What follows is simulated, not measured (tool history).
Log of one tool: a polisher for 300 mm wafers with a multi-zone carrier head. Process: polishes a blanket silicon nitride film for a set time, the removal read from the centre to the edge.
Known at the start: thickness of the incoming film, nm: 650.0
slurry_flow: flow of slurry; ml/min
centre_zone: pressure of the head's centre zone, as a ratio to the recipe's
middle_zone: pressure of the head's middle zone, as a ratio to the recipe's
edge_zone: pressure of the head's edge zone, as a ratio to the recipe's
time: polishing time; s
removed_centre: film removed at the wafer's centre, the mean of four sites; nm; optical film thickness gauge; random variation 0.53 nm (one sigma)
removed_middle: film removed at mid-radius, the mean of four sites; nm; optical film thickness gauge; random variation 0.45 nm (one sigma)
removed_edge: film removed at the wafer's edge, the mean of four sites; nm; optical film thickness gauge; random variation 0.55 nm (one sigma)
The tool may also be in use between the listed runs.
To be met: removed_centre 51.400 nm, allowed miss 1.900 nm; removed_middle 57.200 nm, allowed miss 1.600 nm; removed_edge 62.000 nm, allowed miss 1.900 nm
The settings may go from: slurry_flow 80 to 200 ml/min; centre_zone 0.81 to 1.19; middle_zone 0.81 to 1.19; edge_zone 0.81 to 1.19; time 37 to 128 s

run	hour	slurry_flow	centre_zone	middle_zone	edge_zone	time	removed_centre	removed_middle	removed_edge
1	0.0	130	1.00	1.00	1.00	82	110.030	104.780	104.370
2	4.4	130	1.00	1.00	0.96	82	108.360	103.430	103.350
3	7.7	130	1.00	1.00	0.99	82	107.000	104.700	104.120
4	14.1	130	1.00	1.00	0.93	82	106.940	103.090	101.450
5	22.3	125	0.97	0.99	0.92	77	96.753	96.709	94.784
6	24.0	150	0.97	0.99	0.92	77	100.230	99.379	98.143
7	31.9	140	0.95	0.97	0.92	72	92.680	90.377	90.767
8	38.7	130	0.93	0.97	0.96	67	81.835	83.105	83.642
9	41.0	125	0.91	0.96	0.98	64	77.315	76.670	80.046
10	49.5	90	0.81	1.06	1.08	41	38.174	49.041	50.807
# hour 51.3: edge zone pressure recalibrated
11	51.3	125	0.86	0.98	1.13	42	46.670	51.536	57.933
12	52.3	130	0.86	0.98	1.13	42	47.044	53.136	58.662

Which of these 5 next moves meets every target?
A	53.3	155	0.85	0.95	1.17	41	?	?	?
B	53.3	110	0.95	0.90	1.14	45	?	?	?
C	53.3	150	1.05	1.03	1.00	40	?	?	?
D	53.3	130	0.86	0.99	1.11	45	?	?	?
E	53.3	120	0.81	1.12	1.11	44	?	?	?

move	removed_centre	removed_middle	removed_edge
A	48.826	50.980	58.644
B	54.586	49.241	60.084
C	58.544	52.852	53.122
D	51.952	55.760	61.146
E	46.782	59.369	58.852
A: further off than the last run
B: further off than the last run
C: further off than the last run
D: meets every target
E: takes the result that was furthest off past its target
Move D is the one to make.
